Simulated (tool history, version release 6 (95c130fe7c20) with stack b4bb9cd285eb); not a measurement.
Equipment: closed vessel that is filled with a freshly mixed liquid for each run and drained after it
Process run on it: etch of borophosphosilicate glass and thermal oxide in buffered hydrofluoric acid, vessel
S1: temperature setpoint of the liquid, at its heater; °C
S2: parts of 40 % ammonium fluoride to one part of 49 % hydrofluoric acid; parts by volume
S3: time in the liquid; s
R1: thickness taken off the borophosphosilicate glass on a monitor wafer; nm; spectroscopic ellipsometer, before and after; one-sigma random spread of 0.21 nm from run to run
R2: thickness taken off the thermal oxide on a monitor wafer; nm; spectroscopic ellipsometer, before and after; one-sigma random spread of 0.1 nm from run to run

run  hour    S1    S2  S3      R1      R2
  1     0    24    14  60  59.614  58.842
  2   6.4  23.5  14.5  60  56.571  54.548
  3  12.6    27  14.5  60  68.477  66.353
  4  18.5    26    15  60   62.97  60.849
  5  26.6    25  15.5  60   56.46  56.118
     31.7  -- hydrofluoric acid flow meter replaced
  6  31.7  27.5  15.5  60  60.271  58.787
  7    34  23.5    20  50  30.956  30.595
  8  38.3    23    20  50  30.785  29.624
  9  41.3  22.5    20  50  29.629  28.903
 10  49.7    22    20  50  29.028  28.054

Forecast run 11:
 11  55.3  22  20  50   ?   ?

{"run 11": {"R1": 29.024, "R2": 28.155}}

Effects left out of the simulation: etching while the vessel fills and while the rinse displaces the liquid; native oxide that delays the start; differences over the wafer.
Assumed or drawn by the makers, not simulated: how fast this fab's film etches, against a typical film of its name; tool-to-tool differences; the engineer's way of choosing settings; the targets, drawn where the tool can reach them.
